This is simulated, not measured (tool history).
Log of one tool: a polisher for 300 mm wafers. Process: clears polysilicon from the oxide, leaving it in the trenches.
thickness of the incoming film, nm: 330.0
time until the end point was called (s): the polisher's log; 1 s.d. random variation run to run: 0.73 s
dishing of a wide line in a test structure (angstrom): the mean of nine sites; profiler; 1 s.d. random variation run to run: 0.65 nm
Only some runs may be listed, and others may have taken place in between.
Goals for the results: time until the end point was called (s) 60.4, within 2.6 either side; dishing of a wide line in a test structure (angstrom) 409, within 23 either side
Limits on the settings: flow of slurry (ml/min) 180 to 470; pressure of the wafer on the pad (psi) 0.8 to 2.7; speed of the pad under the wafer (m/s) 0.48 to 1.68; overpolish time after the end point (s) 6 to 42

run	hour	flow of slurry (ml/min)	pressure of the wafer on the pad (psi)	speed of the pad under the wafer (m/s)	overpolish time after the end point (s)	time until the end point was called (s)	dishing of a wide line in a test structure (angstrom)
1	0	300	1.7	1.08	21	35.54	417.22
2	8.8	300	1.7	1.2	21	32.379	409.34
3	10.3	300	1.5	1.16	22	38.316	417.66
4	17.9	300	1.3	1.16	20	43.316	419.94
5	26.1	295	1.2	1.16	17	47.626	402.74
6	31.9	295	1.1	1.16	18	51.099	393.94
7	40.5	300	1	1.16	20	57.056	391.28
8	43.1	295	1	1.14	22	56.149	405.46
9	49.9	295	1	1.14	23	58.359	397.15
10	55.7	295	1	1.14	27	57.074	406.78
11	56.4	295	1	1.14	28	58.014	407.58
12	57.9	295	1	1.14	29	57.529	395.85

Below are 4 possible settings for the next run. Only one of them brings all results inside the allowed miss of their targets. Which is it?
A	59.4	370	0.8	1.48	42	?	?
B	59.4	280	1.1	0.98	28	?	?
C	59.4	355	1.1	0.84	34	?	?
D	59.4	340	1.1	1.14	34	?	?

move	time until the end point was called (s)	dishing of a wide line in a test structure (angstrom)
A	55.11	404.71
B	58.895	396.8
C	65.387	399.45
D	51.207	403.66
A: the biggest miss grows against the last run
B: every result within its allowed miss
C: pushes the last run's worst result past its target
D: the biggest miss grows against the last run
Answer: B
